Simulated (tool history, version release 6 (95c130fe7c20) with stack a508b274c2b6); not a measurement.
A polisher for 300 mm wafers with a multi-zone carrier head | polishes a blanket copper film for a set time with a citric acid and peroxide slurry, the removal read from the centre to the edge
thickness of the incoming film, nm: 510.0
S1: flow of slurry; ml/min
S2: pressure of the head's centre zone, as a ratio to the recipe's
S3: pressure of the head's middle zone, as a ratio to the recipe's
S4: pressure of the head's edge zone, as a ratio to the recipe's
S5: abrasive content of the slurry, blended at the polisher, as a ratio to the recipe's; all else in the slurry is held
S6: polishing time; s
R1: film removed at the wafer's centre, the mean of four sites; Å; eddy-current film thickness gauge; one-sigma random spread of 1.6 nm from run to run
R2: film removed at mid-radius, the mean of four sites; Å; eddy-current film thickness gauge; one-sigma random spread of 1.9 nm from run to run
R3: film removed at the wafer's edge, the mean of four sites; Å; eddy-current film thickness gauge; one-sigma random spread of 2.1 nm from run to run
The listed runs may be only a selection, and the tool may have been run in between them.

run	hour	S1	S2	S3	S4	S5	S6	R1	R2	R3
1	0.0	165	1.00	1.00	1.00	1.00	65	1248.8	1275.7	1236.8
2	4.5	165	1.07	1.00	1.00	1.00	65	1313.4	1268.3	1235.8
3	7.7	185	1.07	1.00	1.00	1.00	65	1366.0	1308.4	1258.3
4	15.9	185	1.10	1.00	1.00	1.00	65	1386.0	1309.8	1233.4
5	22.1	185	1.10	1.00	1.00	1.15	65	1420.0	1326.7	1311.6
6	24.3	185	1.10	1.00	0.92	1.15	65	1422.0	1315.9	1238.3
# hour 27.0: slurry nozzle cleaned
7	27.0	190	1.11	1.01	0.92	1.20	66	1528.3	1469.7	1332.9
8	34.0	240	1.19	1.01	0.99	1.25	66	1690.3	1500.7	1374.9

What does the tool deliver on the next run?
9	39.5	245	1.19	1.03	0.98	1.35	68	?	?	?

Logged for run 9: R1 1801.3 Å, R2 1580.5 Å, R3 1452.6 Å.
